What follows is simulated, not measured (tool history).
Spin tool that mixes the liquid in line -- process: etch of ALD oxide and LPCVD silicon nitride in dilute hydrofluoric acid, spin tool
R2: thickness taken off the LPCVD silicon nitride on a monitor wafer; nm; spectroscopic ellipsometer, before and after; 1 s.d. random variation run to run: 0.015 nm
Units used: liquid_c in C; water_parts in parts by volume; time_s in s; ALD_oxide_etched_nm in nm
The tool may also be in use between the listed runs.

{"run": 1, "hour": 0.0, "liquid_c": 22, "water_parts": 250, "time_s": 100, "ALD_oxide_etched_nm": 7.1351, "R2": 0.16592}
{"run": 2, "hour": 1.2, "liquid_c": 24.5, "water_parts": 250, "time_s": 100, "ALD_oxide_etched_nm": 7.804, "R2": 0.16133}
{"run": 3, "hour": 3.6, "liquid_c": 24.5, "water_parts": 250, "time_s": 80, "ALD_oxide_etched_nm": 6.2909, "R2": 0.16133}
{"run": 4, "hour": 4.5, "liquid_c": 23.5, "water_parts": 270, "time_s": 80, "ALD_oxide_etched_nm": 5.4389, "R2": 0.11661}
{"run": 5, "hour": 9.1, "liquid_c": 22.5, "water_parts": 285, "time_s": 80, "ALD_oxide_etched_nm": 4.9502, "R2": 0.11073}
{"run": 6, "hour": 13.5, "liquid_c": 24, "water_parts": 285, "time_s": 80, "ALD_oxide_etched_nm": 5.2195, "R2": 0.1413}
{"run": 7, "hour": 18.2, "liquid_c": 23, "water_parts": 300, "time_s": 80, "ALD_oxide_etched_nm": 4.7218, "R2": 0.094942}
{"run": 8, "hour": 23.4, "liquid_c": 22.5, "water_parts": 315, "time_s": 80, "ALD_oxide_etched_nm": 4.3254, "R2": 0.092356}

The next listed run, before its measurement:
{"run": 9, "hour": 25.2, "liquid_c": 22, "water_parts": 325, "time_s": 80, "ALD_oxide_etched_nm": "?", "R2": "?"}

Run 9 measured ALD_oxide_etched_nm 4.0804 nm, R2 0.061076 nm.
